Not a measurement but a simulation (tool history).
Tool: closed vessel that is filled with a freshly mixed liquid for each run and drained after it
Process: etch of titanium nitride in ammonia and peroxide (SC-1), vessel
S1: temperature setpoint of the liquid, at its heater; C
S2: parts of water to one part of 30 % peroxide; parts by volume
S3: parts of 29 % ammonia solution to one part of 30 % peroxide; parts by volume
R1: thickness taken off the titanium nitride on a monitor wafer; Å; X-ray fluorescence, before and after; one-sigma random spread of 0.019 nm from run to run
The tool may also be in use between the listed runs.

{"run": 1, "hour": 0.0, "S1": 62, "S2": 18.5, "S3": 0.6, "time in the liquid (s)": 45, "R1": 48.771}
{"run": 2, "hour": 9.0, "S1": 62, "S2": 18.5, "S3": 0.6, "time in the liquid (s)": 35, "R1": 37.414}
{"run": 3, "hour": 12.6, "S1": 60.5, "S2": 18.5, "S3": 0.6, "time in the liquid (s)": 35, "R1": 34.393}
{"run": 4, "hour": 19.0, "S1": 59.5, "S2": 18.5, "S3": 0.6, "time in the liquid (s)": 35, "R1": 32.356}
{"run": 5, "hour": 27.6, "S1": 59.5, "S2": 18.5, "S3": 0.4, "time in the liquid (s)": 35, "R1": 29.726}
{"run": 6, "hour": 35.5, "S1": 59.5, "S2": 18.5, "S3": 0.4, "time in the liquid (s)": 35, "R1": 29.747}
{"run": 7, "hour": 36.8, "S1": 59, "S2": 18.5, "S3": 0.4, "time in the liquid (s)": 35, "R1": 28.94}
{"run": 8, "hour": 40.6, "S1": 58.5, "S2": 18.5, "S3": 0.4, "time in the liquid (s)": 35, "R1": 28.182}

What does the tool deliver on the next run?
{"run": 9, "hour": 47.8, "S1": 58, "S2": 18.5, "S3": 0.4, "time in the liquid (s)": 35, "R1": "?"}

R1: 26.826 Å

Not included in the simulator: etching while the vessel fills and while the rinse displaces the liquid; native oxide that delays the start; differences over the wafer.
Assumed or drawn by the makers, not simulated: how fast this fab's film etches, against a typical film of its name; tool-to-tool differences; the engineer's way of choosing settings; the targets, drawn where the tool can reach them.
